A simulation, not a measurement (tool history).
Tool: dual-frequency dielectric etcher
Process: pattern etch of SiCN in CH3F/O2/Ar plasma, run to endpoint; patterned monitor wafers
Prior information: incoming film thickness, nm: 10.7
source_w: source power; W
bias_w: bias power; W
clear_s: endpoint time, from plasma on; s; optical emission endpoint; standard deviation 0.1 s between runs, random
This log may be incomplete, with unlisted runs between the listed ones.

run  hour  source_w  bias_w  clear_s
  1     0       540      85   24.925
  2   3.6       540      73   27.003
  3   9.8       580      77   25.507
  4  13.4       630      77   24.973
  5    16       660      81   23.903
  6  19.4       680      84   23.364
  7  20.1       700      87   22.554
  8    23       710      89   22.088

Run 9 comes next. What will it give?
  9  28.7       720      90        ?

clear_s: 21.814 s

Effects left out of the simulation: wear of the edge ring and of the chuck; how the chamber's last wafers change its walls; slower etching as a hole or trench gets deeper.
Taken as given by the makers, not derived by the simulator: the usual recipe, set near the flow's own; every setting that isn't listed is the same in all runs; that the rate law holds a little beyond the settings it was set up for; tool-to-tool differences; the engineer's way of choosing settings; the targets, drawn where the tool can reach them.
